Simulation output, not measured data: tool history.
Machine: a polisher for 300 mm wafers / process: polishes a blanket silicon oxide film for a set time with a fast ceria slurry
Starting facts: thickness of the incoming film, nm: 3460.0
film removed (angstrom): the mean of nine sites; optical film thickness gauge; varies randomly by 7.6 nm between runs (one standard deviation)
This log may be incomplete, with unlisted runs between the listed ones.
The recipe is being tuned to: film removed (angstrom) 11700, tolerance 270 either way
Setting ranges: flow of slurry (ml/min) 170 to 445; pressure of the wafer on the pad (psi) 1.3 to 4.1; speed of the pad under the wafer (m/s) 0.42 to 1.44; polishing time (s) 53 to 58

run    day  flow of slurry (ml/min)  pressure of the wafer on the pad (psi)  speed of the pad under the wafer (m/s)  polishing time (s)  film removed (angstrom)
  1      0                      285                                     2.7                                    0.92                  58                   8743.4
  2  0.342                      240                                     2.7                                    0.92                  58                   8637.3
  3  0.671                      240                                     2.7                                    1.06                  58                   9841.9
  4  0.904                      240                                     2.2                                    1.06                  58                   8159.6
  5  1.117                      205                                     2.2                                    1.06                  58                     8148
  6   1.25                      205                                     2.2                                    1.06                  53                   7349.3
  7  1.529                      220                                     2.4                                    1.06                  53                   8142.5
  8  1.829                      230                                     2.5                                    1.06                  53                   8322.5
  9      2                      230                                     3.2                                    1.06                  53                    10726
 10  2.025                      240                                     3.2                                    1.06                  53                    10592
 11  2.392                      250                                     3.2                                    1.06                  53                    10640
 12  2.738                      260                                     3.4                                    1.06                  53                    11384

Of the 4 settings listed for the next run, only one would bring every result within its allowed miss of target. Which one?
  A  3.083                      290                                     2.9                                    1.16                  58                        ?
  B  3.083                      170                                     3.5                                       1                  54                        ?
  C  3.083                      270                                     3.3                                    1.02                  53                        ?
  D  3.083                      220                                     3.1                                    1.16                  53                        ?

move  film removed (angstrom)
   A                    11795
   B                    10963
   C                    10730
   D                    11274
A: all results in spec
B: the biggest miss grows against the last run
C: the biggest miss grows against the last run
D: the biggest miss grows against the last run
So the answer is move A, the one that meets all the targets.

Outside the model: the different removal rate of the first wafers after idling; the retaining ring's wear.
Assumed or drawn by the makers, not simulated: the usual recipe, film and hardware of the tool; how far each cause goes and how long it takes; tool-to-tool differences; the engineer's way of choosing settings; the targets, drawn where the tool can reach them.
